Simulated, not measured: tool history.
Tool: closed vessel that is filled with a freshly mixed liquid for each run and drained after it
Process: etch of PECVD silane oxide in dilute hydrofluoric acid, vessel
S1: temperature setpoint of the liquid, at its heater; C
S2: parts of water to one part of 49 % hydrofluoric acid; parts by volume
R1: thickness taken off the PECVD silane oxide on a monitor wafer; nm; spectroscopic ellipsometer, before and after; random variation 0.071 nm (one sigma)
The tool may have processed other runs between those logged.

run 1 hour=0.0 | S1=21.0 S2=265 time_in_the_liquid_(s)=145 | R1=7.0741
run 2 hour=2.7 | S1=21.0 S2=265 time_in_the_liquid_(s)=145 | R1=7.0659
run 3 hour=8.2 | S1=21.5 S2=265 time_in_the_liquid_(s)=145 | R1=7.2184
run 4 hour=15.4 | S1=21.5 S2=175 time_in_the_liquid_(s)=145 | R1=12.1910
run 5 hour=22.5 | S1=20.5 S2=185 time_in_the_liquid_(s)=145 | R1=10.8490
-- hour=27.8 thermometer replaced
run 6 hour=27.8 | S1=20.0 S2=195 time_in_the_liquid_(s)=145 | R1=9.2216
run 7 hour=31.1 | S1=19.5 S2=195 time_in_the_liquid_(s)=145 | R1=9.0222

What does the tool deliver on the next run?
run 8 hour=34.0 | S1=19.0 S2=195 time_in_the_liquid_(s)=145 | R1=?

{"run 8": {"R1": 8.7053}}
